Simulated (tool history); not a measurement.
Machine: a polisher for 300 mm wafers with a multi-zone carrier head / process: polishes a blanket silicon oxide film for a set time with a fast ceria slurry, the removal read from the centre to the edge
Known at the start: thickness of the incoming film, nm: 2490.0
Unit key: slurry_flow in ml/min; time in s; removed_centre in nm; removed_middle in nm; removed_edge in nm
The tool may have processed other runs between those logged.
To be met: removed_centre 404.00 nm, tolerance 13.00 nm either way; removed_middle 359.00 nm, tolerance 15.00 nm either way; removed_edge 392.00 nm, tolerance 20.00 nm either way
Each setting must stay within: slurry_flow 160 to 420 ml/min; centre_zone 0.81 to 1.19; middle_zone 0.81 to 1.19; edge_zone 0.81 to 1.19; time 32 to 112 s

run	hour	slurry_flow	centre_zone	middle_zone	edge_zone	time	removed_centre	removed_middle	removed_edge
1	0.0	270	1.00	1.00	1.00	72	517.93	519.25	533.80
2	8.3	270	1.00	0.98	0.98	69	490.50	491.83	495.23
3	9.0	270	1.00	0.98	0.98	76	539.53	536.62	548.84
4	14.2	265	1.00	0.95	0.97	73	530.72	501.55	534.49
5	14.8	265	1.00	0.95	0.92	73	514.56	503.84	510.28
6	16.9	265	1.00	0.93	0.91	70	509.20	477.13	485.91
7	22.4	245	0.90	0.83	0.89	53	336.58	324.20	358.64
8	29.8	255	0.92	0.84	0.90	53	346.81	329.13	356.62
9	33.5	255	0.93	0.85	0.91	53	343.45	340.40	364.94
10	34.1	255	0.95	0.84	0.91	53	355.70	332.38	377.35
11	34.8	260	0.96	0.85	0.90	53	364.59	335.09	366.35
12	41.1	265	0.97	0.86	0.91	53	371.70	340.50	376.07

Exactly one of the 4 candidate moves below puts every result within its allowed miss. Which one?
A	47.4	250	0.83	0.92	0.87	57	?	?	?
B	47.4	310	0.99	0.86	0.87	56	?	?	?
C	47.4	260	1.02	0.81	1.04	54	?	?	?
D	47.4	340	1.10	0.81	1.07	51	?	?	?

move	removed_centre	removed_middle	removed_edge
A	332.90	375.24	381.16
B	399.55	355.61	380.68
C	389.68	320.99	394.57
D	407.97	310.50	385.02
A: its largest miss is bigger than the last run's
B: in spec on every target
C: no nearer and no further than the last run
D: corrects the largest miss of the last run, while another result sits out of spec
Answer: B
